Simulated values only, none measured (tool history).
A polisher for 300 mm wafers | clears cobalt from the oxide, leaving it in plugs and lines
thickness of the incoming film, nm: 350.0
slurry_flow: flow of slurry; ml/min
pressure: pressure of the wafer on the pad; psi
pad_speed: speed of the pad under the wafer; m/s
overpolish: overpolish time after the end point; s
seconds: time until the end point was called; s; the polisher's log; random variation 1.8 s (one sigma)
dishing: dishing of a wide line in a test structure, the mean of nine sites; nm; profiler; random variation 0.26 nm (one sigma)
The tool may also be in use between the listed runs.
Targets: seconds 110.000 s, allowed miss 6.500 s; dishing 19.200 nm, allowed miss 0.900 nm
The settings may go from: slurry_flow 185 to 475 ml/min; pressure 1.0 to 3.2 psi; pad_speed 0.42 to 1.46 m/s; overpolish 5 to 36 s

run,hour,slurry_flow,pressure,pad_speed,overpolish,seconds,dishing
1,0.0,305,2.1,0.94,18,85.506,35.288
2,5.0,300,1.9,0.92,14,98.018,29.847
3,5.7,260,1.9,0.92,14,98.561,29.170
4,12.3,215,1.9,0.92,14,99.391,29.748
5,16.7,300,1.6,1.00,11,104.340,24.421
6,17.9,300,1.3,1.00,11,126.030,21.757
7,23.3,300,1.3,1.04,9,118.220,19.115
8,26.4,300,1.4,1.06,9,111.520,20.770
9,30.2,300,1.4,1.08,5,110.080,13.340

5 next moves are on the table. One of them brings every result within its allowed miss. Which?
A,34.0,295,1.5,1.10,6,?,?
B,34.0,330,1.3,1.00,9,?,?
C,34.0,320,1.2,1.22,8,?,?
D,34.0,230,1.5,0.94,9,?,?
E,34.0,305,1.3,0.96,11,?,?

move,seconds,dishing
A,100.450,16.583
B,124.020,19.234
C,109.830,19.273
D,119.640,19.737
E,129.820,21.495
A: nearer than the last run, and not there yet
B: brings the result that was furthest off to its target, and leaves another outside
C: meets every target
D: brings the result that was furthest off to its target, and leaves another outside
E: takes the result that was furthest off past its target
Answer: C
